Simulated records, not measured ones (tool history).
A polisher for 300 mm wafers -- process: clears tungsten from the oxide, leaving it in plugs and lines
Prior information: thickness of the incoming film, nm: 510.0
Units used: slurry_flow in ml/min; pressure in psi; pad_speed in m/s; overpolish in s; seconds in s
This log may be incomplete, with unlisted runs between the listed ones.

run,hour,slurry_flow,pressure,pad_speed,slurry_solids,overpolish,seconds
1,0,235,4.4,1.24,1,28,64.3
2,2.8,235,4.4,1.24,0.85,28,68.156
3,11.7,235,4.4,1.24,0.85,30,65.344
4,15.1,200,4.4,1.24,0.85,30,64.999
5,18,200,5.1,1.26,0.85,30,57.98
6,24.5,200,5.6,1.32,0.85,30,48.314
7,29.6,200,5.9,1.32,0.85,30,47.157

Run 8, settings as shown, results not yet in. Your forecast:
8,34.2,200,6.2,1.32,0.85,30,?

seconds: 45.527 s
